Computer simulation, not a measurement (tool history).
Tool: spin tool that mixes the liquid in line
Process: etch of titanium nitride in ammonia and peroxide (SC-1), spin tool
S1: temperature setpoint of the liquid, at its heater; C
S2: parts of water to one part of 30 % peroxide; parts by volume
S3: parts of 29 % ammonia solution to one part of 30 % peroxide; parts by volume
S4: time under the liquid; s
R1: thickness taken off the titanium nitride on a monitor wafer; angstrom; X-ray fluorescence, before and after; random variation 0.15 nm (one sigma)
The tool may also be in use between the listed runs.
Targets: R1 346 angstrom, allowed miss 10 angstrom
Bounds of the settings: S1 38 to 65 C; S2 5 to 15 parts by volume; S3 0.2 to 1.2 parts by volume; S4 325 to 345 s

{"run": 1, "hour": 0.0, "S1": 49, "S2": 8.5, "S3": 0.85, "S4": 325, "R1": 148.92}
{"run": 2, "hour": 3.8, "S1": 51.5, "S2": 8.5, "S3": 0.85, "S4": 325, "R1": 178.46}
{"run": 3, "hour": 8.8, "S1": 51.5, "S2": 7.5, "S3": 0.85, "S4": 325, "R1": 189.82}
{"run": 4, "hour": 15.4, "S1": 57, "S2": 7.5, "S3": 0.85, "S4": 325, "R1": 275.72}
{"run": 5, "hour": 20.6, "S1": 57, "S2": 7.5, "S3": 0.6, "S4": 325, "R1": 260.37}
{"run": 6, "hour": 22.8, "S1": 52, "S2": 7.5, "S3": 0.6, "S4": 325, "R1": 186.34}
{"run": 7, "hour": 24.3, "S1": 54, "S2": 7.5, "S3": 0.6, "S4": 325, "R1": 213.85}
{"run": 8, "hour": 30.6, "S1": 55.5, "S2": 7.5, "S3": 0.6, "S4": 325, "R1": 236.36}
{"run": 9, "hour": 32.2, "S1": 56.5, "S2": 7.5, "S3": 0.6, "S4": 325, "R1": 252.86}
{"run": 10, "hour": 36.4, "S1": 57.5, "S2": 7.5, "S3": 0.6, "S4": 325, "R1": 268.63}
{"run": 11, "hour": 44.7, "S1": 58, "S2": 7.5, "S3": 0.6, "S4": 325, "R1": 277.95}
{"run": 12, "hour": 51.9, "S1": 58.5, "S2": 7.5, "S3": 0.6, "S4": 325, "R1": 289.55}
{"run": 13, "hour": 60.7, "S1": 59, "S2": 7.5, "S3": 0.6, "S4": 325, "R1": 298.96}
{"run": 14, "hour": 63.6, "S1": 59.5, "S2": 7.5, "S3": 0.6, "S4": 325, "R1": 305.15}
{"run": 15, "hour": 71.7, "S1": 60, "S2": 7.5, "S3": 0.6, "S4": 325, "R1": 318.8}
{"run": 16, "hour": 76.1, "S1": 60.5, "S2": 7.5, "S3": 0.6, "S4": 325, "R1": 329.81}

Which of these 4 next moves meets every target?
{"run": "A", "hour": 80.5, "S1": 64.5, "S2": 10, "S3": 0.6, "S4": 325, "R1": "?"}
{"run": "B", "hour": 80.5, "S1": 61, "S2": 6, "S3": 0.55, "S4": 325, "R1": "?"}
{"run": "C", "hour": 80.5, "S1": 57, "S2": 5, "S3": 0.75, "S4": 345, "R1": "?"}
{"run": "D", "hour": 80.5, "S1": 60.5, "S2": 9, "S3": 0.7, "S4": 330, "R1": "?"}

move=A R1=370.26
move=B R1=375.69
move=C R1=348.59
move=D R1=314.32
A: takes the result that was furthest off past its target
B: takes the result that was furthest off past its target
C: meets every target
D: further off than the last run
Move C is the one to make.

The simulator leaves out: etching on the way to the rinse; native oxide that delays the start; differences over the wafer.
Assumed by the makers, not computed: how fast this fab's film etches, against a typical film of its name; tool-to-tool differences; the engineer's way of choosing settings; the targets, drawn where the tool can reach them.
